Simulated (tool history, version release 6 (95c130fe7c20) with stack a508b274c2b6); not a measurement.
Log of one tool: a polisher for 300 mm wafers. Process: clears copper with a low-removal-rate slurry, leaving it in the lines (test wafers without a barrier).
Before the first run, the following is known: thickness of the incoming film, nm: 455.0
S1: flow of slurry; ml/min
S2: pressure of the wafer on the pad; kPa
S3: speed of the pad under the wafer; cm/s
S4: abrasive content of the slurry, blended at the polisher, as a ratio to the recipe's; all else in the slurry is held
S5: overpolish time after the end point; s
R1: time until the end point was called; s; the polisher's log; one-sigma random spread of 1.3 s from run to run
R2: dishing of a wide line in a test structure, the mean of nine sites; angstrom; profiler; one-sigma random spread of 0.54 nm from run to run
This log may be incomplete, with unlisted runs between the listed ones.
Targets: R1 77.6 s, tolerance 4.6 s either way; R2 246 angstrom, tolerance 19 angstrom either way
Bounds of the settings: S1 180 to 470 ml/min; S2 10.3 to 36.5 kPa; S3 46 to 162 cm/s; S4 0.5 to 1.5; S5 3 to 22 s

{"run": 1, "day": 0.0, "S1": 300, "S2": 23.4, "S3": 104, "S4": 1, "S5": 11, "R1": 139.52, "R2": 247.62}
{"run": 2, "day": 0.133, "S1": 300, "S2": 24.8, "S3": 104, "S4": 1, "S5": 10, "R1": 129.27, "R2": 246.28}
{"run": 3, "day": 0.362, "S1": 300, "S2": 24.8, "S3": 104, "S4": 1, "S5": 13, "R1": 128.23, "R2": 305.43}
{"run": 4, "day": 0.729, "S1": 300, "S2": 26.2, "S3": 104, "S4": 1, "S5": 12, "R1": 122.63, "R2": 304.2}
{"run": 5, "day": 0.888, "S1": 300, "S2": 26.2, "S3": 104, "S4": 1, "S5": 10, "R1": 118.91, "R2": 254.3}
{"run": 6, "day": 0.908, "S1": 300, "S2": 27.6, "S3": 104, "S4": 1, "S5": 9, "R1": 118.51, "R2": 248.37}
{"run": 7, "day": 1.258, "S1": 300, "S2": 29, "S3": 106, "S4": 1, "S5": 8, "R1": 108.36, "R2": 231.67}
{"run": 8, "day": 1.304, "S1": 300, "S2": 35.9, "S3": 108, "S4": 1, "S5": 6, "R1": 91.317, "R2": 223.6}
{"run": 9, "day": 1.375, "S1": 300, "S2": 35.9, "S3": 110, "S4": 1, "S5": 6, "R1": 88.573, "R2": 227.42}
{"run": 10, "day": 1.658, "S1": 300, "S2": 35.9, "S3": 112, "S4": 1, "S5": 6, "R1": 84.631, "R2": 230.06}

Consider the 5 candidate settings below. Which is the only one whose results all fall within their allowed miss of target?
{"run": "A", "day": 1.942, "S1": 330, "S2": 36.5, "S3": 112, "S4": 1.25, "S5": 6, "R1": "?", "R2": "?"}
{"run": "B", "day": 1.942, "S1": 335, "S2": 31, "S3": 126, "S4": 0.7, "S5": 6, "R1": "?", "R2": "?"}
{"run": "C", "day": 1.942, "S1": 290, "S2": 33.8, "S3": 104, "S4": 1.05, "S5": 8, "R1": "?", "R2": "?"}
{"run": "D", "day": 1.942, "S1": 335, "S2": 35.2, "S3": 106, "S4": 1.15, "S5": 6, "R1": "?", "R2": "?"}
{"run": "E", "day": 1.942, "S1": 290, "S2": 35.9, "S3": 110, "S4": 0.95, "S5": 6, "R1": "?", "R2": "?"}

move=A R1=80.762 R2=248.75
move=B R1=97.44 R2=211.37
move=C R1=98.75 R2=266.82
move=D R1=90.074 R2=226.66
move=E R1=90.974 R2=224.82
A: in spec on every target
B: moves away from the targets compared with the last run
C: moves away from the targets compared with the last run
D: moves away from the targets compared with the last run
E: moves away from the targets compared with the last run
Correct choice: A, which meets every target
